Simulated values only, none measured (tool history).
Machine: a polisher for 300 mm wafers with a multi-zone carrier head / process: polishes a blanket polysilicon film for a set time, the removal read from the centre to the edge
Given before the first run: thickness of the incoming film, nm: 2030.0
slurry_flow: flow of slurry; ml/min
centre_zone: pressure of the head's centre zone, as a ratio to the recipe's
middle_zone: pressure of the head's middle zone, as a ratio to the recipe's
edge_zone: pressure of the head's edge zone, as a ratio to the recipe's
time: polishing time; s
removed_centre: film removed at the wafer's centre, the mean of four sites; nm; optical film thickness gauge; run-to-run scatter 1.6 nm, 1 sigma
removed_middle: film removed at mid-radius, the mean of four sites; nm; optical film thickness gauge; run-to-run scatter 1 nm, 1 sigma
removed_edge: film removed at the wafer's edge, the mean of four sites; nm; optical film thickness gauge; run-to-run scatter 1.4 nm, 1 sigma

Run 1, day 0: slurry_flow 285 ml/min, centre_zone 1, middle_zone 1, edge_zone 1, time 35 s. Result: removed_centre 292.07 nm, removed_middle 303.68 nm, removed_edge 304.77 nm.
Run 2, day 0.3: slurry_flow 285 ml/min, centre_zone 1, middle_zone 1, edge_zone 0.92, time 35 s. Result: removed_centre 301.12 nm, removed_middle 298.61 nm, removed_edge 295.72 nm.
Run 3, day 0.65: slurry_flow 285 ml/min, centre_zone 1, middle_zone 1.07, edge_zone 0.92, time 35 s. Result: removed_centre 299.12 nm, removed_middle 317.75 nm, removed_edge 297.1 nm.
Run 4, day 1: slurry_flow 285 ml/min, centre_zone 1.03, middle_zone 1.07, edge_zone 0.92, time 35 s. Result: removed_centre 305.75 nm, removed_middle 317.19 nm, removed_edge 297.91 nm.
Run 5, day 1.342: slurry_flow 255 ml/min, centre_zone 0.97, middle_zone 0.99, edge_zone 0.97, time 29 s. Result: removed_centre 231.67 nm, removed_middle 243.61 nm, removed_edge 247.17 nm.
Run 6, day 1.717: slurry_flow 235 ml/min, centre_zone 0.93, middle_zone 0.93, edge_zone 0.98, time 26 s. Result: removed_centre 196.43 nm, removed_middle 209.26 nm, removed_edge 220.65 nm.
Run 7, day 2.046: slurry_flow 220 ml/min, centre_zone 0.92, middle_zone 0.89, edge_zone 1.01, time 24 s. Result: removed_centre 180.8 nm, removed_middle 185.27 nm, removed_edge 205.01 nm.
Run 8, day 2.267: slurry_flow 210 ml/min, centre_zone 0.9, middle_zone 0.86, edge_zone 1.02, time 23 s. Result: removed_centre 167.41 nm, removed_middle 172.46 nm, removed_edge 197.52 nm.

Estimate the outcome of run 9 from the log above:
Run 9, day 2.396: slurry_flow 205 ml/min, centre_zone 0.88, middle_zone 0.84, edge_zone 1.02, time 22 s. Result: removed_centre ?, removed_middle ?, removed_edge ?.

removed_centre: 158.72 nm
removed_middle: 161.89 nm
removed_edge: 189.26 nm
